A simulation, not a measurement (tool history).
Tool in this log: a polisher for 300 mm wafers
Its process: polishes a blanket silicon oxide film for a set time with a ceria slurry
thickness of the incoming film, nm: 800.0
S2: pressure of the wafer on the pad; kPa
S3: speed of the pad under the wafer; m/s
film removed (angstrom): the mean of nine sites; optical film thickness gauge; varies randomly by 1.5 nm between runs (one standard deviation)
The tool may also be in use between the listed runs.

run 1 hour=0 | flow_of_slurry_(ml/min)=215 S2=24.1 S3=0.86 polishing_time_(s)=43 | film_removed_(angstrom)=2099.5
run 2 hour=0.6 | flow_of_slurry_(ml/min)=215 S2=22.1 S3=0.84 polishing_time_(s)=43 | film_removed_(angstrom)=1937.1
run 3 hour=8.2 | flow_of_slurry_(ml/min)=215 S2=22.1 S3=0.84 polishing_time_(s)=43 | film_removed_(angstrom)=1926
run 4 hour=10.2 | flow_of_slurry_(ml/min)=215 S2=22.1 S3=0.66 polishing_time_(s)=43 | film_removed_(angstrom)=1549.6
run 5 hour=17.8 | flow_of_slurry_(ml/min)=245 S2=22.1 S3=0.66 polishing_time_(s)=43 | film_removed_(angstrom)=1542
run 6 hour=23.4 | flow_of_slurry_(ml/min)=245 S2=22.1 S3=0.66 polishing_time_(s)=43 | film_removed_(angstrom)=1545.9
run 7 hour=26.8 | flow_of_slurry_(ml/min)=245 S2=20.7 S3=0.66 polishing_time_(s)=43 | film_removed_(angstrom)=1433.1
run 8 hour=32.5 | flow_of_slurry_(ml/min)=245 S2=20 S3=0.66 polishing_time_(s)=43 | film_removed_(angstrom)=1394.6
run 9 hour=39.5 | flow_of_slurry_(ml/min)=245 S2=19.3 S3=0.66 polishing_time_(s)=43 | film_removed_(angstrom)=1366.6

Expected results for the next run?
run 10 hour=46 | flow_of_slurry_(ml/min)=245 S2=18.6 S3=0.66 polishing_time_(s)=43 | film_removed_(angstrom)=?

{"run 10": {"film removed (angstrom)": 1293.6}}
